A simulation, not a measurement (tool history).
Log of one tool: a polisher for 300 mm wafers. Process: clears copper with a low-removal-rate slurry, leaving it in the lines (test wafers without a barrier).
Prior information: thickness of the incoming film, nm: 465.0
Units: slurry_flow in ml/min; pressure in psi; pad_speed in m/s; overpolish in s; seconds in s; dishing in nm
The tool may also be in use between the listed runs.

| run | day | slurry_flow | pressure | pad_speed | slurry_solids | overpolish | seconds | dishing |
|---|---|---|---|---|---|---|---|---|
| 1 | 0 | 145 | 3.1 | 1.26 | 1 | 13 | 88.362 | 42.265 |
| 2 | 0.071 | 125 | 3.1 | 1.26 | 1 | 13 | 91.08 | 41.369 |
| 3 | 0.279 | 125 | 3.3 | 1.26 | 1 | 14 | 84.931 | 45.552 |
| 4 | 0.45 | 125 | 3.3 | 1.26 | 1 | 16 | 85.886 | 50.113 |
| 5 | 0.638 | 125 | 3.3 | 1.26 | 0.95 | 16 | 87.876 | 50.186 |
| 6 | 0.75 | 125 | 3.5 | 1.26 | 0.95 | 16 | 84.743 | 50.227 |
| 7 | 0.838 | 125 | 3.6 | 1.28 | 0.95 | 17 | 84.072 | 56.095 |

What will run 8 give?
| 8 | 1.025 | 125 | 3.8 | 1.3 | 0.95 | 17 | ? | ? |

Run 8 measured seconds 76.542 s, dishing 60.513 nm.

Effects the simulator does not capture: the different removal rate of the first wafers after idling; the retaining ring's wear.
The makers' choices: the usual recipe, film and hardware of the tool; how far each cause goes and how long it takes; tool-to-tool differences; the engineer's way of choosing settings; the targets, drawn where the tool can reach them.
